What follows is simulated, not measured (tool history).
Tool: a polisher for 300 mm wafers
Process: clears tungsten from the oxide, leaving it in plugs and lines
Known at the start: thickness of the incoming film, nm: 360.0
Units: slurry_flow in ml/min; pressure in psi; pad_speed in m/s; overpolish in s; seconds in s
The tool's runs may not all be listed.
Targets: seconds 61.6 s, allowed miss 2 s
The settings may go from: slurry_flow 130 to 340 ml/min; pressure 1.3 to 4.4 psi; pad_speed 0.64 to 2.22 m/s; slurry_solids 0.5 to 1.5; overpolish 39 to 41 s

run 1 hour=0 | slurry_flow=220 pressure=2.8 pad_speed=1.42 slurry_solids=1 overpolish=39 | seconds=83.835
run 2 hour=6.2 | slurry_flow=220 pressure=2.8 pad_speed=1.42 slurry_solids=1.1 overpolish=39 | seconds=81.316
run 3 hour=7.9 | slurry_flow=220 pressure=2.8 pad_speed=1.42 slurry_solids=1.3 overpolish=39 | seconds=79.633
run 4 hour=13.9 | slurry_flow=250 pressure=2.8 pad_speed=1.42 slurry_solids=1.3 overpolish=39 | seconds=77.971
run 5 hour=20.4 | slurry_flow=250 pressure=3.3 pad_speed=1.42 slurry_solids=1.3 overpolish=39 | seconds=67.748
run 6 hour=22.6 | slurry_flow=250 pressure=3.3 pad_speed=1.42 slurry_solids=1.3 overpolish=39 | seconds=67.563
run 7 hour=31 | slurry_flow=250 pressure=3.3 pad_speed=1.42 slurry_solids=1.3 overpolish=39 | seconds=68.083
run 8 hour=33.4 | slurry_flow=250 pressure=3.4 pad_speed=1.42 slurry_solids=1.3 overpolish=39 | seconds=64.968
run 9 hour=37.2 | slurry_flow=250 pressure=3.5 pad_speed=1.42 slurry_solids=1.3 overpolish=39 | seconds=64.385

5 next moves are on the table. One of them brings every result within its allowed miss. Which?
run A hour=41 | slurry_flow=260 pressure=3.2 pad_speed=1.46 slurry_solids=1.35 overpolish=41 | seconds=?
run B hour=41 | slurry_flow=200 pressure=3.3 pad_speed=1.38 slurry_solids=1.35 overpolish=41 | seconds=?
run C hour=41 | slurry_flow=280 pressure=3.3 pad_speed=1.42 slurry_solids=1.5 overpolish=41 | seconds=?
run D hour=41 | slurry_flow=300 pressure=3.4 pad_speed=1.56 slurry_solids=1.45 overpolish=39 | seconds=?
run E hour=41 | slurry_flow=265 pressure=3.3 pad_speed=1.52 slurry_solids=1.5 overpolish=41 | seconds=?

move=A seconds=66.587
move=B seconds=70.834
move=C seconds=64.67
move=D seconds=57.55
move=E seconds=60.883
A: further off than the last run
B: further off than the last run
C: further off than the last run
D: takes the result that was furthest off past its target
E: meets every target
Answer: E

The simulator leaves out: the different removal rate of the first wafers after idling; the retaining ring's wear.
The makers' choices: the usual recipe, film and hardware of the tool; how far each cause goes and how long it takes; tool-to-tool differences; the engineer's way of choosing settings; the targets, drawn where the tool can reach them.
